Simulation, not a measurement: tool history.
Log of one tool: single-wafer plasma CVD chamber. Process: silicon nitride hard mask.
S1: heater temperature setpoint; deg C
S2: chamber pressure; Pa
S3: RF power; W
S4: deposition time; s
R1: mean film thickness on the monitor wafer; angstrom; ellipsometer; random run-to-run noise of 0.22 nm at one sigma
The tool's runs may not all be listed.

run 1 hour=0 | S1=420 S2=180 S3=275 S4=54.6 | R1=591.63
run 2 hour=3.5 | S1=420 S2=180 S3=275 S4=56.5 | R1=614.14
run 3 hour=11.6 | S1=431 S2=180 S3=275 S4=56.5 | R1=615.63
run 4 hour=18.2 | S1=431 S2=180 S3=255 S4=56.5 | R1=569.52
run 5 hour=26.4 | S1=431 S2=180 S3=280 S4=56.5 | R1=620.73
run 6 hour=28.8 | S1=431 S2=161 S3=260 S4=56.4 | R1=571.77
run 7 hour=36.4 | S1=431 S2=152 S3=240 S4=56.3 | R1=521.54
run 8 hour=45.4 | S1=431 S2=141 S3=230 S4=56.2 | R1=494.99
run 9 hour=52.8 | S1=431 S2=133 S3=225 S4=56.2 | R1=479.2

Predict the results of run 10:
run 10 hour=60.3 | S1=431 S2=127 S3=220 S4=56.2 | R1=?

Run 10 came out at R1 464.17 angstrom.
